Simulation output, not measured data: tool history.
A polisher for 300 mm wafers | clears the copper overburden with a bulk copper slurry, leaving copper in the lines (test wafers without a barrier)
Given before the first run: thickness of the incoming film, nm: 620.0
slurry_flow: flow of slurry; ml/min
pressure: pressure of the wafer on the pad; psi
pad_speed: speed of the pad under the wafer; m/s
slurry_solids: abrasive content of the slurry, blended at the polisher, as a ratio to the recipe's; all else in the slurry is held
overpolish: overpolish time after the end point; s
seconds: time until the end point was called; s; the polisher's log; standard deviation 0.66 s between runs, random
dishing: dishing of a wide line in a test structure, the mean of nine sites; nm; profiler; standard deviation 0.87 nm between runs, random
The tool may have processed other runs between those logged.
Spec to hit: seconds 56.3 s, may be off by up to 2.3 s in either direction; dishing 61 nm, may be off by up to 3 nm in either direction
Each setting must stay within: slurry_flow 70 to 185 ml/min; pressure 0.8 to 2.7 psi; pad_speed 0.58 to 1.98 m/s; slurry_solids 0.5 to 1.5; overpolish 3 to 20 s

run,day,slurry_flow,pressure,pad_speed,slurry_solids,overpolish,seconds,dishing
1,0,120,1.7,1.28,1,10,93.973,35.192
2,0.225,120,1.7,1.28,1.2,10,89.005,35.434
3,0.3,120,1.7,1.28,1.2,7,90.179,28.235
4,0.538,120,1.8,1.28,1.2,8,83.973,32.071
5,0.638,120,1.9,1.28,1.2,8,78.73,34.212
6,0.75,120,1.9,1.28,1.2,10,80.234,39.518
7,1.021,120,2,1.28,1.2,10,76.788,41.119
8,1.158,120,2.1,1.28,1.2,10,75.422,43.462
9,1.471,125,2.2,1.28,1.2,10,70.979,44.62
10,1.612,125,2.3,1.28,1.2,10,66.656,46.1
11,1.633,125,2.5,1.28,1.2,11,61.899,53.033
12,1.733,130,2.6,1.28,1.2,12,57.886,58.28

Pick the move, out of 5, that brings all results within their allowed miss; only one does.
A,1.833,145,2.4,1.34,1.15,16,?,?
B,1.833,130,2.7,1.2,1.25,11,?,?
C,1.833,90,2.7,1.28,1.2,12,?,?
D,1.833,135,2.7,1.26,1.2,13,?,?
E,1.833,125,2.6,1.22,1.2,11,?,?

move,seconds,dishing
A,59.887,66.589
B,59.497,54.797
C,61.726,56.602
D,56.901,62.477
E,61.73,53.202
A: pushes the last run's worst result past its target
B: moves away from the targets compared with the last run
C: moves away from the targets compared with the last run
D: meets every target
E: moves away from the targets compared with the last run
Answer: D
